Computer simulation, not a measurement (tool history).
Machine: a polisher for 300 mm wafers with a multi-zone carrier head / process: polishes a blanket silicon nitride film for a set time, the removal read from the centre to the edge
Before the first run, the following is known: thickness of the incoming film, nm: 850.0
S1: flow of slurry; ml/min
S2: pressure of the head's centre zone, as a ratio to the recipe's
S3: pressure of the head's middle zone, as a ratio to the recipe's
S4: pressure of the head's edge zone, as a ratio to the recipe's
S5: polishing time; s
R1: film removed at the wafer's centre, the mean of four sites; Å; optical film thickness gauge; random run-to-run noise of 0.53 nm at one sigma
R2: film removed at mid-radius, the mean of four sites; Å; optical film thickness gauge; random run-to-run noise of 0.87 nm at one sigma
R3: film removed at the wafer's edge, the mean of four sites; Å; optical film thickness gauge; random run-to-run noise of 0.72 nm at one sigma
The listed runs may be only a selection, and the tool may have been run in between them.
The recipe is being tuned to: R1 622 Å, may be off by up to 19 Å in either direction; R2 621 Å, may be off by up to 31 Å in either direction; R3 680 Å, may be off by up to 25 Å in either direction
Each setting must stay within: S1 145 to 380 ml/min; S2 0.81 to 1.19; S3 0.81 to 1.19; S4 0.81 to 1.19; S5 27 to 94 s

run  hour   S1    S2    S3    S4  S5      R1      R2      R3
  1     0  245     1     1     1  60  1032.7  1001.4  1015.2
  2   3.2  235  0.96  0.96  0.97  54  870.08  864.22  916.29
  3   8.4  235  0.96  0.96  0.89  54  881.58  859.91  858.27
  4  12.7  235   0.9  0.96  0.89  54  822.28  859.16   872.2
  5  17.3  260   0.9  0.96  0.89  54  832.98  872.16  892.66
  6  19.6  240  0.89  0.93  0.87  51   763.8  781.85  822.21
  7  20.1  225  0.88  0.91  0.85  49   717.3  715.66  760.64
  8  21.1  210  0.87   0.9  0.84  48  701.54  714.58  745.82
  9  24.1  205  0.86  0.88  0.83  47  674.47  692.96  719.86

Consider the 5 candidate settings below. Which is the only one whose results all fall within their allowed miss of target?
  A  27.1  215  0.87  0.87  0.88  43   ?   ?   ?
  B  27.1  220  0.86  0.83  0.85  40   ?   ?   ?
  C  27.1  175     1  0.81  0.81  41   ?   ?   ?
  D  27.1  185  0.89  0.86  0.81  40   ?   ?   ?
  E  27.1  250  0.82  0.81  0.91  45   ?   ?   ?

move      R1      R2      R3
   A  620.79  626.83  689.08
   B   572.1  562.33  633.86
   C  664.32   551.1  626.62
   D  580.46  568.49  613.73
   E  621.84  627.96  739.47
A: all results in spec
B: carries the result that was furthest off beyond its target, to the other side
C: nearer than the last run, and not there yet
D: carries the result that was furthest off beyond its target, to the other side
E: corrects the largest miss of the last run, while another result sits out of spec
The right move is A.
